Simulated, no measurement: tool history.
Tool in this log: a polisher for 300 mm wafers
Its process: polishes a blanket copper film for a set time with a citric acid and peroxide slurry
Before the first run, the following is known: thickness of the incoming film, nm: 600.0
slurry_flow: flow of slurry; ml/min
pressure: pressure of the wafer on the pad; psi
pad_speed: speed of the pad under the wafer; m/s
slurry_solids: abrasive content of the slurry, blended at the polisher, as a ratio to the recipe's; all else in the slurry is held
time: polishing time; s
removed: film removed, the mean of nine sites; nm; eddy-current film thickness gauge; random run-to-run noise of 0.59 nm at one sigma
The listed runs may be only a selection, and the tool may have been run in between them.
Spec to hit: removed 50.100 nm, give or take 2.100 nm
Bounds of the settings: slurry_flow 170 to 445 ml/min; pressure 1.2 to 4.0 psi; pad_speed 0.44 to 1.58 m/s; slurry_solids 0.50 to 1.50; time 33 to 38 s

run  hour  slurry_flow  pressure  pad_speed  slurry_solids  time  removed
  1   0.0          285       2.6       1.00           1.00    38   68.700
  2   1.0          285       2.5       1.00           1.00    38   66.189
  3   7.1          285       2.4       1.00           1.00    38   65.119
  4  12.8          285       2.9       1.00           1.00    38   77.043
  5  16.8          285       2.9       1.00           1.00    33   67.662
  6  22.8          285       2.9       1.00           1.00    38   75.947
  7  25.2          285       2.7       1.00           1.00    38   72.014
  8  33.0          285       2.0       0.96           1.00    38   53.361

Consider the 4 candidate settings below. Which is the only one whose results all fall within their allowed miss of target?
  A  40.8          240       2.3       0.94           0.95    36        ?
  B  40.8          290       1.9       1.02           1.10    35        ?
  C  40.8          295       2.8       0.56           0.90    38        ?
  D  40.8          275       1.6       0.92           1.05    38        ?

move  removed
   A   54.123
   B   49.958
   C   45.169
   D   42.801
A: the biggest miss grows against the last run
B: every result within its allowed miss
C: the result that was furthest off in the last run now lies on the other side of its target
D: the result that was furthest off in the last run now lies on the other side of its target
The move that meets every target is B.

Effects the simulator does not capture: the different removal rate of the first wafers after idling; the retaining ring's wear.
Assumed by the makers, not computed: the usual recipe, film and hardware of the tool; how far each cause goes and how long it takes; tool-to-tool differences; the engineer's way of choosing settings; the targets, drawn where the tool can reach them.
